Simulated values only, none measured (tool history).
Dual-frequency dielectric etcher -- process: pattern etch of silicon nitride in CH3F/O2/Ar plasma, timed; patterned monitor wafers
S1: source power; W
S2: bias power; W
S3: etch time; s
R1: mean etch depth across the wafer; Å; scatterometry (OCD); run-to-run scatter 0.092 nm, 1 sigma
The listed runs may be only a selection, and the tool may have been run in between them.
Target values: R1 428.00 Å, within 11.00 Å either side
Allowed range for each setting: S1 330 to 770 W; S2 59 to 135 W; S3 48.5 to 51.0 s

run  hour   S1   S2    S3      R1
  1   0.0  550   97  48.5  476.31
  2   7.9  600   97  48.5  501.52
  3  13.4  600  106  48.5  516.40
  4  20.7  570  105  48.5  500.59
  5  22.1  570   95  48.5  484.84
  6  24.1  570   95  51.0  508.90
  7  32.0  570   95  51.0  507.09
  8  34.0  540   94  51.0  491.03
  9  38.9  520   93  51.0  477.60
 10  47.8  520   93  51.0  477.80
 11  53.1  510   93  51.0  472.85
 12  59.4  500   93  51.0  465.84
 13  61.6  490   93  51.0  461.94
 14  70.2  480   93  51.0  453.89
 15  74.6  470   93  51.0  448.12
 16  83.1  460   93  51.0  441.87

Of the 4 settings listed for the next run, only one would bring every result within its allowed miss of target. Which one?
  A  91.6  480  88  49.0   ?
  B  91.6  470  95  51.0   ?
  C  91.6  500  91  50.0   ?
  D  91.6  470  99  50.5   ?

move      R1
   A  429.66
   B  452.75
   C  455.35
   D  454.80
A: in spec on every target
B: further off than the last run
C: further off than the last run
D: further off than the last run
Correct choice: A, which meets every target

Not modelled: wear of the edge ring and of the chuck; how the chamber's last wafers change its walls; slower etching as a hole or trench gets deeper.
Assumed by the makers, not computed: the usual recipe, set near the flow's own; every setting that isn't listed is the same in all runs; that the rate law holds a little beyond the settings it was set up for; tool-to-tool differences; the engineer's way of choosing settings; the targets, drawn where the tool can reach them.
